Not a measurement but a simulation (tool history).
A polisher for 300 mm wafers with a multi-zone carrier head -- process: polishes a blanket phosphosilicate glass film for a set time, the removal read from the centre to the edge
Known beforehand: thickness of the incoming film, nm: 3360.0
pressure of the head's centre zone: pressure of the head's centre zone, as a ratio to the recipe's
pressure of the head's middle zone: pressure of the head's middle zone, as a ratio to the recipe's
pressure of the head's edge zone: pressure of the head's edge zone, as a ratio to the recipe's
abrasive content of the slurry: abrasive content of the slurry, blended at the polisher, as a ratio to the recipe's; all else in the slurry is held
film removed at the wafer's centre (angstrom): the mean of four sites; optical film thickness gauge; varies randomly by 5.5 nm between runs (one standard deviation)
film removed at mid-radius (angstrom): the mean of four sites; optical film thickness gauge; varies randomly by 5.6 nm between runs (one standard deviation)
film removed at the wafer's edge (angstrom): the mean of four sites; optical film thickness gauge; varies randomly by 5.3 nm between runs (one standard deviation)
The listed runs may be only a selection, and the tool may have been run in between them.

| run | hour | flow of slurry (ml/min) | pressure of the head's centre zone | pressure of the head's middle zone | pressure of the head's edge zone | abrasive content of the slurry | polishing time (s) | film removed at the wafer's centre (angstrom) | film removed at mid-radius (angstrom) | film removed at the wafer's edge (angstrom) |
|---|---|---|---|---|---|---|---|---|---|---|
| 1 | 0.0 | 130 | 1.00 | 1.00 | 1.00 | 1.00 | 82 | 6075.8 | 6244.3 | 6448.8 |
| 2 | 3.6 | 125 | 0.99 | 0.98 | 0.97 | 0.85 | 77 | 5016.9 | 5192.3 | 5393.6 |
| 3 | 5.0 | 125 | 0.99 | 1.03 | 0.97 | 0.85 | 77 | 5230.0 | 5352.7 | 5362.5 |
| 4 | 11.2 | 125 | 0.99 | 1.03 | 0.97 | 0.70 | 77 | 4755.6 | 4937.0 | 4837.6 |
| 5 | 19.6 | 150 | 0.99 | 1.03 | 0.97 | 0.70 | 77 | 4869.5 | 5108.1 | 4937.3 |
| 6 | 26.9 | 135 | 0.99 | 1.03 | 0.97 | 0.70 | 77 | 4805.4 | 5062.9 | 4837.8 |
| 7 | 34.6 | 130 | 0.99 | 0.98 | 0.96 | 0.65 | 76 | 4560.3 | 4357.2 | 4625.5 |
| 8 | 43.6 | 125 | 0.97 | 0.98 | 0.93 | 0.60 | 76 | 4082.8 | 4198.9 | 4364.7 |

Run 9 has not been measured yet. What should we expect?
| 9 | 52.1 | 120 | 0.98 | 0.97 | 0.91 | 0.60 | 76 | ? | ? | ? |

Run 9 gave film removed at the wafer's centre (angstrom) 4123.1, film removed at mid-radius (angstrom) 4070.7, film removed at the wafer's edge (angstrom) 4209.2.

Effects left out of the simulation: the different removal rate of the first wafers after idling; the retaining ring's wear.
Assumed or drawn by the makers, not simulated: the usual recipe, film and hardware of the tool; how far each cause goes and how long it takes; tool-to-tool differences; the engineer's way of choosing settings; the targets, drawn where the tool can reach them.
